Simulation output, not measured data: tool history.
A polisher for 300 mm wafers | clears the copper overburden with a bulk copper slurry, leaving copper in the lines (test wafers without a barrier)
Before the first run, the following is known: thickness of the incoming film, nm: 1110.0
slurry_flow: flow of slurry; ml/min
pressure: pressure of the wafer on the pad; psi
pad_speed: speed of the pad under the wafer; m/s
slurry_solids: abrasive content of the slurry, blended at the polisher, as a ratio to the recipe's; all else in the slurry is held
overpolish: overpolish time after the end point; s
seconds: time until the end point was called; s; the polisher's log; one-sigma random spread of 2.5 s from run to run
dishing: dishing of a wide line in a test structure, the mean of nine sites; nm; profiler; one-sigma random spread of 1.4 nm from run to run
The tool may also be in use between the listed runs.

run	hour	slurry_flow	pressure	pad_speed	slurry_solids	overpolish	seconds	dishing
1	0	240	2.6	1.3	1	15	99.003	80.628
2	8.9	240	2.3	1.26	1	18	111.83	78.412
3	13.9	240	2.3	1.26	0.9	18	114.83	79.374
4	14.7	240	2.3	1.06	0.9	18	126.24	75.667
5	16.1	240	2.3	0.92	0.9	18	143.51	70.719
6	23.8	240	2.3	0.66	0.9	18	184.21	59.07
7	32.5	240	2.4	0.66	0.9	20	176.69	66.401
8	35.3	240	2.5	0.66	0.9	21	173.97	72.3
9	36.8	240	2.6	0.66	0.9	21	160.28	70.726

What does the tool deliver on the next run?
10	45.7	240	2.6	0.66	0.9	22	?	?

{"run 10": {"seconds": 166.21, "dishing": 75.089}}
